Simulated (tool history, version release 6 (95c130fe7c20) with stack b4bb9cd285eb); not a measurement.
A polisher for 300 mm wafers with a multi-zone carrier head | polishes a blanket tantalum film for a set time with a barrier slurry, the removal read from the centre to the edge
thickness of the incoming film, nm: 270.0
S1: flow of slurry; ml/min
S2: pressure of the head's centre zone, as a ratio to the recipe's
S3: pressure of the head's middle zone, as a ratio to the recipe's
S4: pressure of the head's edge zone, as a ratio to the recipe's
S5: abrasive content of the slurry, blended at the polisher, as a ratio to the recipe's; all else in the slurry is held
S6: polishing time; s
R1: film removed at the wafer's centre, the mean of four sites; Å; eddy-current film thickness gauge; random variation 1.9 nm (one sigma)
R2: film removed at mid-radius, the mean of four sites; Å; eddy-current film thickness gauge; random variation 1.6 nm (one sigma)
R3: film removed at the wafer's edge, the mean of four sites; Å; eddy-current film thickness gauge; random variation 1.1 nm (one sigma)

Run 1, day 0.000: S1 190 ml/min, S2 1.00, S3 1.00, S4 1.00, S5 1.0, S6 40 s. Result: R1 1077.6 Å, R2 1066.90 Å, R3 1062.3 Å.
Run 2, day 0.262: S1 190 ml/min, S2 1.00, S3 0.94, S4 1.00, S5 1.0, S6 40 s. Result: R1 1074.0 Å, R2 990.39 Å, R3 1055.5 Å.
Run 3, day 0.454: S1 190 ml/min, S2 1.00, S3 0.94, S4 1.00, S5 1.0, S6 49 s. Result: R1 1317.4 Å, R2 1243.90 Å, R3 1293.0 Å.
Run 4, day 0.783: S1 200 ml/min, S2 1.01, S3 0.92, S4 1.04, S5 1.0, S6 49 s. Result: R1 1345.2 Å, R2 1241.00 Å, R3 1323.5 Å.
Run 5, day 1.088: S1 200 ml/min, S2 1.01, S3 0.92, S4 0.96, S5 1.0, S6 49 s. Result: R1 1315.3 Å, R2 1217.60 Å, R3 1283.9 Å.
Run 6, day 1.138: S1 200 ml/min, S2 1.06, S3 0.92, S4 0.96, S5 1.0, S6 49 s. Result: R1 1387.0 Å, R2 1227.20 Å, R3 1276.5 Å.

The next listed run, before its measurement:
Run 7, day 1.221: S1 200 ml/min, S2 1.06, S3 0.92, S4 0.96, S5 1.0, S6 49 s. Result: R1 ?, R2 ?, R3 ?.

Run 7 gave R1 1387.8 Å, R2 1223.50 Å, R3 1274.3 Å.
